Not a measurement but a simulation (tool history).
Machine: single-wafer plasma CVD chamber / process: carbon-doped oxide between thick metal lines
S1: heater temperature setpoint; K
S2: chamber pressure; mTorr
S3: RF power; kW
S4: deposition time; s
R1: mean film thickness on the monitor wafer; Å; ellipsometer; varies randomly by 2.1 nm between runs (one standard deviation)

run  hour      S1    S2     S3   S4      R1
  1   0.0  603.15  6280  0.615  101  6068.5
  2   6.3  603.15  6280  0.615  101  6063.5
  3   8.1  607.15  5920  0.565  101  5652.5
  4  15.3  607.15  5920  0.565  101  5578.3
  5  20.4  607.15  5920  0.625  101  5939.0
  6  27.6  611.15  5460  0.595  101  5591.2
  7  29.9  614.15  5080  0.575  101  5387.2

What does the tool deliver on the next run?
  8  33.0  617.15  4810  0.555  101   ?

R1: 5125.5 Å
